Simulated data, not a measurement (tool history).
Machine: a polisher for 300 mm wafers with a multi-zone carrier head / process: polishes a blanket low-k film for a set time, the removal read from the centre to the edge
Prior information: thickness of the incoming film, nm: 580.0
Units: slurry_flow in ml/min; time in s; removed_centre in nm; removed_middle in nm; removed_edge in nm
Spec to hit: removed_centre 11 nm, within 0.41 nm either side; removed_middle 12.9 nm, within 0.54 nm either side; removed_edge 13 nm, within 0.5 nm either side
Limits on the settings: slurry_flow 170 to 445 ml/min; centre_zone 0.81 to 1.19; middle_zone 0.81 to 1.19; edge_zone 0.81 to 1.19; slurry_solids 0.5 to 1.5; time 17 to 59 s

| run | day | slurry_flow | centre_zone | middle_zone | edge_zone | slurry_solids | time | removed_centre | removed_middle | removed_edge |
|---|---|---|---|---|---|---|---|---|---|---|
| 1 | 0 | 285 | 1 | 1 | 1 | 1 | 38 | 15.007 | 15.172 | 15.406 |
| 2 | 0.108 | 280 | 0.97 | 0.99 | 0.99 | 0.95 | 38 | 14.303 | 14.675 | 15.028 |
| 3 | 0.183 | 330 | 0.97 | 0.99 | 0.99 | 0.95 | 38 | 14.539 | 15.388 | 14.889 |
| 4 | 0.221 | 320 | 0.95 | 0.98 | 0.99 | 0.9 | 38 | 13.654 | 14.481 | 14.191 |
| 5 | 0.446 | 315 | 0.93 | 0.97 | 0.99 | 0.9 | 38 | 13.046 | 14.235 | 14.261 |
| 6 | 0.646 | 310 | 0.92 | 0.96 | 0.98 | 0.9 | 38 | 13.189 | 14.036 | 14.295 |
| 7 | 0.771 | 310 | 0.9 | 0.96 | 0.98 | 0.9 | 38 | 12.647 | 14.313 | 14.01 |
| 8 | 0.975 | 305 | 0.89 | 0.95 | 0.98 | 0.9 | 38 | 12.562 | 14.009 | 14.631 |
| 9 | 1.279 | 305 | 0.88 | 0.95 | 0.97 | 0.85 | 38 | 12.115 | 13.269 | 13.286 |
| 10 | 1.4 | 300 | 0.87 | 0.95 | 0.97 | 0.85 | 38 | 11.793 | 13.185 | 13.443 |
| 11 | 1.512 | 295 | 0.86 | 0.95 | 0.97 | 0.85 | 38 | 11.624 | 13.015 | 13.671 |
| 12 | 1.717 | 295 | 0.85 | 0.95 | 0.96 | 0.85 | 38 | 11.695 | 13.39 | 13.23 |
| 13 | 1.958 | 270 | 0.81 | 0.92 | 0.98 | 0.8 | 38 | 10.494 | 12.171 | 12.609 |

Exercise: of the 5 proposed moves below, exactly one satisfies all targets within the stated allowed misses. Which move is it?
| A | 2.2 | 260 | 0.87 | 1.02 | 0.97 | 0.75 | 37 | ? | ? | ? |
| B | 2.2 | 230 | 0.86 | 1 | 1.05 | 0.75 | 41 | ? | ? | ? |
| C | 2.2 | 195 | 0.91 | 0.81 | 1.18 | 1.05 | 34 | ? | ? | ? |
| D | 2.2 | 250 | 0.86 | 0.9 | 1.03 | 0.8 | 38 | ? | ? | ? |
| E | 2.2 | 250 | 0.9 | 0.88 | 0.97 | 0.75 | 42 | ? | ? | ? |

| move | removed_centre | removed_middle | removed_edge |
|---|---|---|---|
| A | 10.203 | 11.77 | 11.568 |
| B | 11.008 | 12.635 | 12.945 |
| C | 12.255 | 11.291 | 14.369 |
| D | 10.987 | 11.541 | 12.832 |
| E | 11.852 | 11.752 | 13.11 |
A: misses by more than the last run did
B: hits every target within its allowed miss
C: misses by more than the last run did
D: misses by more than the last run did
E: misses by more than the last run did
Move B is the one to make.

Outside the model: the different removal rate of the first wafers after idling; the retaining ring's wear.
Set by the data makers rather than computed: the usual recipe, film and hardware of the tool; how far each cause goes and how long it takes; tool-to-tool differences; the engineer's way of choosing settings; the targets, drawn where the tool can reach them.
